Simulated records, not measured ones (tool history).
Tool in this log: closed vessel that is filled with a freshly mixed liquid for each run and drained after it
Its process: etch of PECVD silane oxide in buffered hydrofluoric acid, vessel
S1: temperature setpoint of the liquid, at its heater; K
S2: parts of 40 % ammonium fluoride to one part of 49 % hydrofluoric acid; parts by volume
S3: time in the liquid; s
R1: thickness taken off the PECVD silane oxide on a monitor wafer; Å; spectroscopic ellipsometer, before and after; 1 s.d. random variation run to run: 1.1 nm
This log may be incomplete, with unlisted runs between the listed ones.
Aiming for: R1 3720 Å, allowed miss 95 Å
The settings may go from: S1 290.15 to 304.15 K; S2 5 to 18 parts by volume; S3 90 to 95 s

run	hour	S1	S2	S3	R1
1	0	296.15	11	90	1970.1
2	7.3	298.15	10.5	90	2310.2
3	14.7	301.65	10.5	90	2786.7
4	22.9	299.15	10.5	90	2427.9
5	32.2	299.15	10.5	90	2445.7
6	36.8	300.15	10	90	2706.3
7	42.1	301.15	9.5	90	2942
8	47.1	301.65	9.5	90	3009
9	55.9	302.15	9	90	3209.3
10	64.5	302.65	9	90	3305.9
11	67.1	303.15	9	90	3385
# hour 72.8: thermometer replaced
12	72.8	303.65	8.5	90	4127.2
13	81	303.65	8.5	90	4157.8
14	87.5	303.15	8.5	90	4023.7

Consider the 5 candidate settings below. Which is the only one whose results all fall within their allowed miss of target?
A	94	301.65	9	90	?
B	94	303.15	10	90	?
C	94	304.15	9.5	95	?
D	94	296.65	6.5	90	?
E	94	302.15	9.5	90	?

move	R1
A	3506.8
B	3552.2
C	4080.1
D	3751.2
E	3480.6
A: takes the result that was furthest off past its target
B: takes the result that was furthest off past its target
C: lands further from the targets than the last run did
D: hits every target within its allowed miss
E: takes the result that was furthest off past its target
Answer: D
